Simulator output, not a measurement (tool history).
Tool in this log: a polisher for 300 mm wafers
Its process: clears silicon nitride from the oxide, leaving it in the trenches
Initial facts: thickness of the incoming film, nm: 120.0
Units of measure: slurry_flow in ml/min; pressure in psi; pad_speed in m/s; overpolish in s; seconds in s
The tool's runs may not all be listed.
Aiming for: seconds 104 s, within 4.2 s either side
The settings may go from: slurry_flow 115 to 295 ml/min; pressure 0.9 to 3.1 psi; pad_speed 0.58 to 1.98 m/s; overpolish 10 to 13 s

run  hour  slurry_flow  pressure  pad_speed  overpolish  seconds
  1     0          190         2       1.28          13   150.24
  2   2.2          145         2       1.28          13   159.24
  3   8.8          145         2       1.14          13   182.39
  4  16.5          145       1.6       1.14          13   214.38
  5  21.5          145       1.3       1.14          13   270.72
  6  27.6          155       1.7       1.16          13   199.95
  7  28.1          155       1.7       1.16          13   198.88
  8  34.8          180         2       1.18          13   165.53
  9  36.1          190       2.2       1.18          13    145.5
 10  41.3          205       2.3       1.18          13   138.41
 11  44.6          215       2.4       1.18          13   134.66

Which of these 4 next moves meets every target?
  A  47.9          230       2.8       1.28          13        ?
  B  47.9          205       2.1       0.84          10        ?
  C  47.9          220       2.3       0.96          13        ?
  D  47.9          220       1.8        1.2          11        ?

move  seconds
   A   104.26
   B    211.2
   C   168.02
   D   171.87
A: every result lands within tolerance
B: misses by more than the last run did
C: misses by more than the last run did
D: misses by more than the last run did
The move that meets every target is A.
